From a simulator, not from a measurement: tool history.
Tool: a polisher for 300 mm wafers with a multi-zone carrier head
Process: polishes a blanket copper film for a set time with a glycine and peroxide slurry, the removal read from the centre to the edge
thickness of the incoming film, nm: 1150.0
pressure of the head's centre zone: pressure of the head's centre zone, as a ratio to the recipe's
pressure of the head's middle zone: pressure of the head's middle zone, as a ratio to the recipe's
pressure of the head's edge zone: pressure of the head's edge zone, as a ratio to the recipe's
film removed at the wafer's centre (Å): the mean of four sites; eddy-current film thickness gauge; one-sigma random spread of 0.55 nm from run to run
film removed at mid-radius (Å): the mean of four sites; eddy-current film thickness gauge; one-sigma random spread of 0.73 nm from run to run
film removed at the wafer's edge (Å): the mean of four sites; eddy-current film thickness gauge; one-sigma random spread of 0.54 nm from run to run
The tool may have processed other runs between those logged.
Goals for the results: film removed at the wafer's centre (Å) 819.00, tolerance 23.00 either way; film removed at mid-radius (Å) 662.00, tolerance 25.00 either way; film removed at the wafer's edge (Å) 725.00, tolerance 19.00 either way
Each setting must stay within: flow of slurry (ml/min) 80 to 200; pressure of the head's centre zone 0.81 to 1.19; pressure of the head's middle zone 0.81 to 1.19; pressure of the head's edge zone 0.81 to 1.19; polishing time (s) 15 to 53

run    day  flow of slurry (ml/min)  pressure of the head's centre zone  pressure of the head's middle zone  pressure of the head's edge zone  polishing time (s)  film removed at the wafer's centre (Å)  film removed at mid-radius (Å)  film removed at the wafer's edge (Å)
  1  0.000                      130                                1.00                                1.00                              1.00                  34                                  979.25                          986.69                                979.90
  2  0.354                      125                                1.01                                0.98                              0.98                  33                                  939.45                          943.72                                945.75
  3  0.421                      125                                1.03                                0.97                              0.97                  32                                  939.45                          890.46                                914.57
  4  0.517                      125                                1.08                                0.97                              0.97                  32                                  979.68                          887.08                                931.14
  5  0.592                      125                                1.08                                0.97                              1.00                  32                                  996.48                          895.72                                924.56
  6  0.800                      125                                1.09                                0.96                              1.00                  31                                  959.21                          850.56                                907.17
  7  0.975                      125                                1.10                                0.96                              0.99                  30                                  936.77                          823.99                                866.60
  8  1.267                      125                                1.11                                0.95                              0.98                  30                                  949.72                          815.20                                859.97
     1.621  -- worn pad replaced by a new one
  9  1.621                      125                                1.11                                0.94                              0.97                  30                                 1077.50                          928.92                                967.24
 10  1.804                      140                                1.19                                1.04                              1.07                  29                                 1145.90                          993.80                               1008.70

Which of these 5 next moves meets every target?
  A  1.988                      105                                1.14                                0.90                              1.05                  23                                       ?                               ?                                     ?
  B  1.988                      180                                1.19                                0.97                              1.16                  20                                       ?                               ?                                     ?
  C  1.988                      130                                1.19                                0.95                              0.98                  21                                       ?                               ?                                     ?
  D  1.988                       80                                1.13                                0.84                              1.19                  23                                       ?                               ?                                     ?
  E  1.988                      105                                1.12                                0.98                              1.06                  21                                       ?                               ?                                     ?

move  film removed at the wafer's centre (Å)  film removed at mid-radius (Å)  film removed at the wafer's edge (Å)
   A                                  816.32                          670.15                                768.24
   B                                  809.96                          670.02                                739.37
   C                                  807.93                          661.04                                694.68
   D                                  769.21                          606.09                                792.83
   E                                  732.59                          657.07                                703.80
A: nearer than the last run, and not there yet
B: hits every target within its allowed miss
C: takes the result that was furthest off past its target
D: nearer than the last run, and not there yet
E: takes the result that was furthest off past its target
The move that meets every target is B.
